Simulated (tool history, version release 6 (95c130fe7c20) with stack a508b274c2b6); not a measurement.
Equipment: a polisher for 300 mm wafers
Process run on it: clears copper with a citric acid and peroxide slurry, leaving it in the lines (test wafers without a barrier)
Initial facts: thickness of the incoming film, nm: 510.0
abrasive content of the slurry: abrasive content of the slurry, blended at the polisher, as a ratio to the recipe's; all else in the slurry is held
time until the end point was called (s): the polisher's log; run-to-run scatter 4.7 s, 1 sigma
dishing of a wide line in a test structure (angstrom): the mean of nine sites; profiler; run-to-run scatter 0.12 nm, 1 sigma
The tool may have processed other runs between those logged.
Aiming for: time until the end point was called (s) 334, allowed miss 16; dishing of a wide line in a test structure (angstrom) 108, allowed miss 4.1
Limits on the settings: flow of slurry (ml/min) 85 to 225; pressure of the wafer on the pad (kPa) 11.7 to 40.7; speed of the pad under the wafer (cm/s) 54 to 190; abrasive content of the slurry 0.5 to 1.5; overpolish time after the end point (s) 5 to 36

run,hour,flow of slurry (ml/min),pressure of the wafer on the pad (kPa),speed of the pad under the wafer (cm/s),abrasive content of the slurry,overpolish time after the end point (s),time until the end point was called (s),dishing of a wide line in a test structure (angstrom)
1,0,145,26.2,122,1,18,181.51,160.52
2,4.6,145,26.2,122,0.9,18,187.44,161.07
3,13.1,145,22.8,118,0.95,14,220.22,133.14
4,20.4,145,22.8,118,0.95,18,224.63,151.03
# hour 24.7: head pressure recalibrated
5,24.7,145,20,118,0.95,16,236.79,143.24
6,30.8,145,17.9,114,0.95,14,274.7,124.69
7,34.6,140,13.1,114,0.95,12,366.77,91.474
8,41.8,150,13.1,112,0.95,12,366.4,92.031
9,43.8,150,13.8,110,0.95,13,352.59,97.656

Exercise: of the 5 proposed moves below, exactly one satisfies all targets within the stated allowed misses. Which move is it?
A,45.8,135,12.4,134,0.95,14,?,?
B,45.8,215,11.7,108,1.35,14,?,?
C,45.8,135,11.7,122,1.1,16,?,?
D,45.8,145,11.7,108,1,13,?,?
E,45.8,175,11.7,108,1.45,14,?,?

move,time until the end point was called (s),dishing of a wide line in a test structure (angstrom)
A,323.91,107.69
B,356.18,101.57
C,360.49,109.31
D,408.04,88.326
E,360.4,100.81
A: every result within its allowed miss
B: closes in on the targets versus the last run, not all within tolerance yet
C: meets the target for the result that was furthest off, but another lies outside its allowed miss
D: further off than the last run
E: closes in on the targets versus the last run, not all within tolerance yet
So the answer is move A, the one that meets all the targets.

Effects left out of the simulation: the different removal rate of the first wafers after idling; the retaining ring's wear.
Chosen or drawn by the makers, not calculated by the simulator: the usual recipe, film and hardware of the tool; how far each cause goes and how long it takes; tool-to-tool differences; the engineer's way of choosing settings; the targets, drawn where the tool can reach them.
